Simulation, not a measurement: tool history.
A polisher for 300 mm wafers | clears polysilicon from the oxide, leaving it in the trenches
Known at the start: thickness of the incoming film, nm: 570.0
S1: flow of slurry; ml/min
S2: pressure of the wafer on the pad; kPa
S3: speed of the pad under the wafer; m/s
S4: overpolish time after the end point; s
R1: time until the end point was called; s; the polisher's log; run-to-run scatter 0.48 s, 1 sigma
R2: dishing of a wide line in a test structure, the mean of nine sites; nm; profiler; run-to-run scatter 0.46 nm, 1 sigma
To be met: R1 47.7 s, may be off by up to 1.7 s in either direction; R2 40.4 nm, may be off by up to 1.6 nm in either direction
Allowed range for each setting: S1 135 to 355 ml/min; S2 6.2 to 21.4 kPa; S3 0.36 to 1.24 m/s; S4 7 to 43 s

run,hour,S1,S2,S3,S4,R1,R2
1,0,225,13.8,0.8,22,60.423,42.369
2,5.4,225,14.5,0.8,18,57.494,42.958
3,10.7,230,14.5,0.82,24,57.059,42.845
4,11.2,225,14.5,0.84,20,55.059,42.992
5,12.4,240,14.5,0.84,19,55.803,42.732
6,18.2,265,15.2,0.86,16,51.37,42.695
7,22.2,285,15.2,0.86,14,51.372,42.255
8,28.9,300,15.2,0.86,12,50.933,40.99
9,35.7,305,15.2,0.86,11,51.14,40.296
10,37,310,15.9,0.86,10,50.258,40.345

Exactly one of the 4 candidate moves below puts every result within its allowed miss. Which one?
A,38.3,170,10.3,1.16,38,?,?
B,38.3,270,13.1,0.92,12,?,?
C,38.3,345,21.4,0.72,10,?,?
D,38.3,260,18.6,0.76,11,?,?

move,R1,R2
A,53.024,42.777
B,54.381,40.436
C,48.426,39.956
D,52.07,40.127
A: moves away from the targets compared with the last run
B: moves away from the targets compared with the last run
C: in spec on every target
D: moves away from the targets compared with the last run
C meets every target.
